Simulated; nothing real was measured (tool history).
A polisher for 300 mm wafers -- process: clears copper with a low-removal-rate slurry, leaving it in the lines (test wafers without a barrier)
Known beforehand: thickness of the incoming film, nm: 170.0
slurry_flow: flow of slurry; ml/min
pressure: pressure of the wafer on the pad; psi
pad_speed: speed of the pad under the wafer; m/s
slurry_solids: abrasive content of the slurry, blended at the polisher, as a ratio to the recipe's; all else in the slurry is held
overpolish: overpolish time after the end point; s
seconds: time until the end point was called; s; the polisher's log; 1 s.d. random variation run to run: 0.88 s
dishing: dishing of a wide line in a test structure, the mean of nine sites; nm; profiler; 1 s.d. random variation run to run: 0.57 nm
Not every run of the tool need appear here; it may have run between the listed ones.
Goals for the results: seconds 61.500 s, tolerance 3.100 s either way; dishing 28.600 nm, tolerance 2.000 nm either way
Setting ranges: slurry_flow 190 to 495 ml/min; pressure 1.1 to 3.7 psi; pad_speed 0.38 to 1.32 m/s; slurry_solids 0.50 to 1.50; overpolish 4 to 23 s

run    day  slurry_flow  pressure  pad_speed  slurry_solids  overpolish  seconds  dishing
  1  0.000          320       2.4       0.84           1.00          12   85.373   16.655
  2  0.358          320       2.6       0.84           1.00          13   80.734   20.225
  3  0.542          320       2.8       0.84           1.00          13   76.006   20.288
  4  0.575          320       2.9       0.84           1.00          13   72.837   20.920
  5  0.754          320       2.9       0.84           1.00          10   72.211   16.881
  6  0.779          320       2.9       0.84           1.00           7   72.371   12.217
  7  0.846          320       3.3       0.86           1.00          13   64.729   23.587
  8  1.121          320       3.4       0.86           1.00          14   62.698   26.321

Next run, 4 choices. One meets every target within its allowed miss, the rest don't. Which?
  A  1.396          335       3.2       0.84           1.30          16        ?        ?
  B  1.396          245       3.7       0.76           0.75          15        ?        ?
  C  1.396          335       3.4       0.86           0.80          14        ?        ?
  D  1.396          280       3.6       0.86           0.95          12        ?        ?

move  seconds  dishing
   A   61.800   28.110
   B   70.025   24.139
   C   64.218   24.433
   D   59.530   22.901
A: meets every target
B: lands further from the targets than the last run did
C: lands further from the targets than the last run did
D: lands further from the targets than the last run did
The move that meets every target is A.
